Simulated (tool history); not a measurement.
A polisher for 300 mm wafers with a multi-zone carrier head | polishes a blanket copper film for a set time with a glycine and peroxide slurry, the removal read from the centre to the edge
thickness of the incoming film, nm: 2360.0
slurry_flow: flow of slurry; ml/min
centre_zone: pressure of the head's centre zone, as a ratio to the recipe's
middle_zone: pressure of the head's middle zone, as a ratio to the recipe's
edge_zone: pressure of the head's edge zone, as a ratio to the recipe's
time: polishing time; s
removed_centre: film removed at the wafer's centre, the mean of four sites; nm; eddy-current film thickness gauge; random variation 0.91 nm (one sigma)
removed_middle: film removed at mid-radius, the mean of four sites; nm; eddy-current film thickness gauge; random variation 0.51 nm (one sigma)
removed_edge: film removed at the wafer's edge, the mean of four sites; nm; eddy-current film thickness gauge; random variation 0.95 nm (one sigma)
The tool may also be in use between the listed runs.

{"run": 1, "hour": 0.0, "slurry_flow": 200, "centre_zone": 1.0, "middle_zone": 1.0, "edge_zone": 1.0, "time": 33, "removed_centre": 129.7, "removed_middle": 129.74, "removed_edge": 128.44}
{"run": 2, "hour": 8.2, "slurry_flow": 165, "centre_zone": 1.0, "middle_zone": 1.0, "edge_zone": 1.0, "time": 33, "removed_centre": 127.49, "removed_middle": 126.88, "removed_edge": 125.96}
{"run": 3, "hour": 11.6, "slurry_flow": 165, "centre_zone": 1.0, "middle_zone": 1.0, "edge_zone": 1.0, "time": 40, "removed_centre": 149.14, "removed_middle": 154.24, "removed_edge": 153.15}
{"run": 4, "hour": 14.9, "slurry_flow": 155, "centre_zone": 0.96, "middle_zone": 0.98, "edge_zone": 1.01, "time": 36, "removed_centre": 129.09, "removed_middle": 134.36, "removed_edge": 135.86}
{"run": 5, "hour": 18.4, "slurry_flow": 155, "centre_zone": 0.96, "middle_zone": 0.98, "edge_zone": 1.01, "time": 31, "removed_centre": 109.95, "removed_middle": 115.24, "removed_edge": 118.8}
{"run": 6, "hour": 26.2, "slurry_flow": 155, "centre_zone": 0.9, "middle_zone": 0.98, "edge_zone": 1.01, "time": 31, "removed_centre": 106.64, "removed_middle": 115.36, "removed_edge": 119.05}
{"run": 7, "hour": 32.4, "slurry_flow": 150, "centre_zone": 0.89, "middle_zone": 0.96, "edge_zone": 1.0, "time": 29, "removed_centre": 97.874, "removed_middle": 105.01, "removed_edge": 110.6}
{"run": 8, "hour": 35.8, "slurry_flow": 125, "centre_zone": 0.81, "middle_zone": 0.86, "edge_zone": 0.93, "time": 21, "removed_centre": 61.206, "removed_middle": 67.098, "removed_edge": 75.968}
{"run": 9, "hour": 37.8, "slurry_flow": 140, "centre_zone": 0.82, "middle_zone": 0.86, "edge_zone": 0.95, "time": 21, "removed_centre": 62.93, "removed_middle": 68.308, "removed_edge": 76.81}
{"run": 10, "hour": 45.7, "slurry_flow": 140, "centre_zone": 0.82, "middle_zone": 0.86, "edge_zone": 0.95, "time": 21, "removed_centre": 63.609, "removed_middle": 68.657, "removed_edge": 77.624}
{"run": 11, "hour": 50.4, "slurry_flow": 150, "centre_zone": 0.83, "middle_zone": 0.86, "edge_zone": 0.97, "time": 21, "removed_centre": 66.19, "removed_middle": 69.911, "removed_edge": 78.646}
{"run": 12, "hour": 51.2, "slurry_flow": 150, "centre_zone": 0.83, "middle_zone": 0.86, "edge_zone": 0.99, "time": 21, "removed_centre": 65.687, "removed_middle": 69.985, "removed_edge": 79.66}
{"run": 13, "hour": 57.6, "slurry_flow": 155, "centre_zone": 0.83, "middle_zone": 0.86, "edge_zone": 1.01, "time": 21, "removed_centre": 67.405, "removed_middle": 70.187, "removed_edge": 78.956}
{"run": 14, "hour": 59.9, "slurry_flow": 150, "centre_zone": 0.83, "middle_zone": 0.86, "edge_zone": 1.03, "time": 21, "removed_centre": 67.509, "removed_middle": 69.652, "removed_edge": 79.893}
{"run": 15, "hour": 62.8, "slurry_flow": 150, "centre_zone": 0.83, "middle_zone": 0.87, "edge_zone": 1.05, "time": 21, "removed_centre": 66.723, "removed_middle": 69.634, "removed_edge": 81.23}
{"run": 16, "hour": 65.2, "slurry_flow": 195, "centre_zone": 0.86, "middle_zone": 0.9, "edge_zone": 1.08, "time": 22, "removed_centre": 75.289, "removed_middle": 79.341, "removed_edge": 89.328}
{"run": 17, "hour": 67.2, "slurry_flow": 185, "centre_zone": 0.86, "middle_zone": 0.9, "edge_zone": 1.08, "time": 22, "removed_centre": 75.029, "removed_middle": 79.392, "removed_edge": 88.042}
{"run": 18, "hour": 74.7, "slurry_flow": 175, "centre_zone": 0.86, "middle_zone": 0.9, "edge_zone": 1.08, "time": 22, "removed_centre": 73.272, "removed_middle": 78.313, "removed_edge": 89.287}
{"run": 19, "hour": 78.7, "slurry_flow": 170, "centre_zone": 0.86, "middle_zone": 0.89, "edge_zone": 1.07, "time": 22, "removed_centre": 73.535, "removed_middle": 77.268, "removed_edge": 88.293}
{"run": 20, "hour": 79.5, "slurry_flow": 165, "centre_zone": 0.86, "middle_zone": 0.89, "edge_zone": 1.07, "time": 22, "removed_centre": 73.069, "removed_middle": 76.548, "removed_edge": 86.306}

Run 21 comes next. What will it give?
{"run": 21, "hour": 87.0, "slurry_flow": 160, "centre_zone": 0.86, "middle_zone": 0.89, "edge_zone": 1.08, "time": 22, "removed_centre": "?", "removed_middle": "?", "removed_edge": "?"}

{"run 21": {"removed_centre": 71.302, "removed_middle": 76.465, "removed_edge": 87.719}}
